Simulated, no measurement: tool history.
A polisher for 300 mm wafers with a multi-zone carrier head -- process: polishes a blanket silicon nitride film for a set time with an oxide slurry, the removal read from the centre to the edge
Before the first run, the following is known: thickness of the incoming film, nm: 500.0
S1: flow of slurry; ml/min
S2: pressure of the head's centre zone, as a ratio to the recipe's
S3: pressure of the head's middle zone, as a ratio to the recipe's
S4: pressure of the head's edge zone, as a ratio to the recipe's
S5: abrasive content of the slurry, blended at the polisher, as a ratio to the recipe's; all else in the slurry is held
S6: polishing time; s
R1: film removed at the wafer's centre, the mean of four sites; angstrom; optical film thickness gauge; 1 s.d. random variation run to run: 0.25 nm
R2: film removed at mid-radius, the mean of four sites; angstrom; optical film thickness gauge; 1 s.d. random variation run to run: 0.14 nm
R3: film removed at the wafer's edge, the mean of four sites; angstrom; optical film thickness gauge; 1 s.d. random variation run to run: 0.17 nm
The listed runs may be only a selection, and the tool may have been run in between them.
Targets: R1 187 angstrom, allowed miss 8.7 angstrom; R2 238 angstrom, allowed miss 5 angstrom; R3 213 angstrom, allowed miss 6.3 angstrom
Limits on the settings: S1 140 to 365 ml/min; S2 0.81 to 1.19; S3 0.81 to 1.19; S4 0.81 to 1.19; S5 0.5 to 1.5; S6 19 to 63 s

Run 1, hour 0: S1 235 ml/min, S2 1, S3 1, S4 1, S5 1, S6 41 s. Result: R1 319.28 angstrom, R2 321.18 angstrom, R3 331.91 angstrom.
Run 2, hour 3.9: S1 235 ml/min, S2 1, S3 1, S4 1, S5 0.9, S6 41 s. Result: R1 313.14 angstrom, R2 302.09 angstrom, R3 313.28 angstrom.
Run 3, hour 9.4: S1 225 ml/min, S2 0.97, S3 1.03, S4 1, S5 0.85, S6 40 s. Result: R1 279.84 angstrom, R2 291.24 angstrom, R3 296.73 angstrom.
Run 4, hour 12.8: S1 225 ml/min, S2 0.89, S3 1.03, S4 1, S5 0.85, S6 40 s. Result: R1 257.42 angstrom, R2 291.25 angstrom, R3 296.05 angstrom.
At hour 16.1: edge zone pressure recalibrated.
Run 5, hour 16.1: S1 225 ml/min, S2 0.89, S3 1.03, S4 1, S5 0.85, S6 31 s. Result: R1 197.52 angstrom, R2 223.68 angstrom, R3 223.57 angstrom.
Run 6, hour 17.7: S1 230 ml/min, S2 0.88, S3 1.04, S4 0.99, S5 0.85, S6 31 s. Result: R1 200.14 angstrom, R2 228.12 angstrom, R3 225.48 angstrom.
Run 7, hour 21.4: S1 230 ml/min, S2 0.87, S3 1.05, S4 0.98, S5 0.85, S6 31 s. Result: R1 194.73 angstrom, R2 232.24 angstrom, R3 223.86 angstrom.
Run 8, hour 24.1: S1 230 ml/min, S2 0.87, S3 1.05, S4 0.97, S5 0.85, S6 31 s. Result: R1 195.14 angstrom, R2 228.71 angstrom, R3 221.57 angstrom.
Run 9, hour 28.9: S1 230 ml/min, S2 0.86, S3 1.06, S4 0.96, S5 0.85, S6 31 s. Result: R1 191.77 angstrom, R2 233.09 angstrom, R3 219.83 angstrom.
Run 10, hour 31: S1 230 ml/min, S2 0.86, S3 1.06, S4 0.95, S5 0.85, S6 31 s. Result: R1 190.24 angstrom, R2 234.19 angstrom, R3 218.3 angstrom.

5 candidate next runs follow, results not yet known. Just one meets every target within its allowed miss. Identify it.
Run A, hour 33.1: S1 235 ml/min, S2 0.88, S3 1.03, S4 0.81, S5 0.75, S6 33 s. Result: R1 ?, R2 ?, R3 ?.
Run B, hour 33.1: S1 280 ml/min, S2 0.85, S3 1.1, S4 0.94, S5 0.9, S6 29 s. Result: R1 ?, R2 ?, R3 ?.
Run C, hour 33.1: S1 230 ml/min, S2 0.81, S3 1.07, S4 0.93, S5 0.85, S6 30 s. Result: R1 ?, R2 ?, R3 ?.
Run D, hour 33.1: S1 260 ml/min, S2 0.87, S3 1.13, S4 0.88, S5 0.95, S6 29 s. Result: R1 ?, R2 ?, R3 ?.
Run E, hour 33.1: S1 285 ml/min, S2 0.85, S3 1.12, S4 0.81, S5 0.95, S6 28 s. Result: R1 ?, R2 ?, R3 ?.

move      R1      R2      R3
   A  195.44  223.79  203.35
   B  186.72  233.61  210.81
   C  174.65  224.65  207.79
   D  194.91   243.9  210.13
   E  185.62  235.81  198.28
A: moves the result that the last run missed by most past its target, out the other side
B: every result within its allowed miss
C: the furthest-off result lands on target, but another misses its tolerance
D: the furthest-off result lands on target, but another misses its tolerance
E: moves the result that the last run missed by most past its target, out the other side
Correct choice: B, which meets every target

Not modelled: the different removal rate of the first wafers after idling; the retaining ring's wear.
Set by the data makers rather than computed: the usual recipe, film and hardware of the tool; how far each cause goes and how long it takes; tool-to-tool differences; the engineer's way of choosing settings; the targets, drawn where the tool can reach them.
